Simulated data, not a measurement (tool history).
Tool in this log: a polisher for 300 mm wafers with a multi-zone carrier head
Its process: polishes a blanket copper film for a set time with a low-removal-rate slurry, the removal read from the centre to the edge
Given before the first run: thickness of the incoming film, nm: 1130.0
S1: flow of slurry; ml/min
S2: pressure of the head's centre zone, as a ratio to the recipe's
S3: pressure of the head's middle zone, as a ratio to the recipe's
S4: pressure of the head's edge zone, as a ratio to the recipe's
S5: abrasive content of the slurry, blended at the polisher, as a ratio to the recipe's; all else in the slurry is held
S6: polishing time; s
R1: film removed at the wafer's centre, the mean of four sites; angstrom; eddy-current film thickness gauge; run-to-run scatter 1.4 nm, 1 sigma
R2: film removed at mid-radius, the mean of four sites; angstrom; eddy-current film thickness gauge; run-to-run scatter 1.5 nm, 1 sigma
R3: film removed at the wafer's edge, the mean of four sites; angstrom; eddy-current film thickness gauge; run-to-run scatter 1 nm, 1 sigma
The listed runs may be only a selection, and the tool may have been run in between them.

Run 1, hour 0.0: S1 320 ml/min, S2 1.00, S3 1.00, S4 1.00, S5 1.00, S6 33 s. Result: R1 827.33 angstrom, R2 823.72 angstrom, R3 832.44 angstrom.
Run 2, hour 5.5: S1 320 ml/min, S2 1.01, S3 1.02, S4 1.02, S5 1.10, S6 33 s. Result: R1 856.25 angstrom, R2 866.49 angstrom, R3 851.32 angstrom.
Run 3, hour 7.7: S1 320 ml/min, S2 1.01, S3 1.02, S4 1.04, S5 1.20, S6 34 s. Result: R1 918.44 angstrom, R2 920.39 angstrom, R3 938.61 angstrom.
Run 4, hour 12.2: S1 320 ml/min, S2 1.02, S3 1.04, S4 1.05, S5 1.25, S6 34 s. Result: R1 918.54 angstrom, R2 929.69 angstrom, R3 943.07 angstrom.
Run 5, hour 18.3: S1 270 ml/min, S2 1.02, S3 1.04, S4 1.05, S5 1.25, S6 34 s. Result: R1 934.42 angstrom, R2 903.80 angstrom, R3 932.89 angstrom.
Run 6, hour 18.8: S1 270 ml/min, S2 1.02, S3 1.04, S4 0.98, S5 1.25, S6 34 s. Result: R1 920.40 angstrom, R2 906.80 angstrom, R3 898.39 angstrom.
Run 7, hour 22.0: S1 280 ml/min, S2 1.03, S3 1.06, S4 1.00, S5 1.30, S6 34 s. Result: R1 928.68 angstrom, R2 943.97 angstrom, R3 901.18 angstrom.
Run 8, hour 22.7: S1 285 ml/min, S2 1.04, S3 1.07, S4 1.02, S5 1.35, S6 34 s. Result: R1 935.25 angstrom, R2 953.64 angstrom, R3 944.56 angstrom.
Run 9, hour 24.1: S1 285 ml/min, S2 1.06, S3 1.08, S4 1.02, S5 1.40, S6 34 s. Result: R1 999.06 angstrom, R2 993.36 angstrom, R3 940.33 angstrom.
Run 10, hour 29.6: S1 290 ml/min, S2 1.06, S3 1.08, S4 1.03, S5 1.40, S6 34 s. Result: R1 988.80 angstrom, R2 1007.50 angstrom, R3 936.40 angstrom.
Run 11, hour 31.9: S1 290 ml/min, S2 1.06, S3 1.08, S4 1.04, S5 1.40, S6 34 s. Result: R1 1014.10 angstrom, R2 988.05 angstrom, R3 939.16 angstrom.

What will run 12 give?
Run 12, hour 34.2: S1 295 ml/min, S2 1.05, S3 1.09, S4 1.05, S5 1.40, S6 34 s. Result: R1 ?, R2 ?, R3 ?.

{"run 12": {"R1": 1008.1, "R2": 1022.5, "R3": 951.6}}
